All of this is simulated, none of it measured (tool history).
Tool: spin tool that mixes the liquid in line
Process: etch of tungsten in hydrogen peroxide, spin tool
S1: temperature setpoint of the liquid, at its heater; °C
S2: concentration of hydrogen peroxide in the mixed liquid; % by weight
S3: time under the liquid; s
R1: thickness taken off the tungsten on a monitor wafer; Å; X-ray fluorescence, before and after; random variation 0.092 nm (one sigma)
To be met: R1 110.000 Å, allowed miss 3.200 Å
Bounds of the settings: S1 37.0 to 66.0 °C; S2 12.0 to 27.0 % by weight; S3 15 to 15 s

run,hour,S1,S2,S3,R1
1,0.0,53.0,18.0,15,141.300
2,4.4,53.0,18.0,15,142.450
3,12.4,52.0,18.0,15,134.200
4,20.9,51.0,18.0,15,127.230
5,27.4,51.0,18.0,15,123.480
6,31.9,51.0,18.0,15,124.720
7,33.3,50.5,18.0,15,123.430
8,41.5,48.0,18.0,15,104.110

Which of these 4 next moves meets every target?
A,49.7,48.5,19.0,15,?
B,49.7,48.0,17.5,15,?
C,49.7,49.0,14.5,15,?
D,49.7,46.0,21.0,15,?

move,R1
A,108.680
B,101.130
C,97.912
D,97.809
A: meets every target
B: further off than the last run
C: further off than the last run
D: further off than the last run
Move A is the one to make.
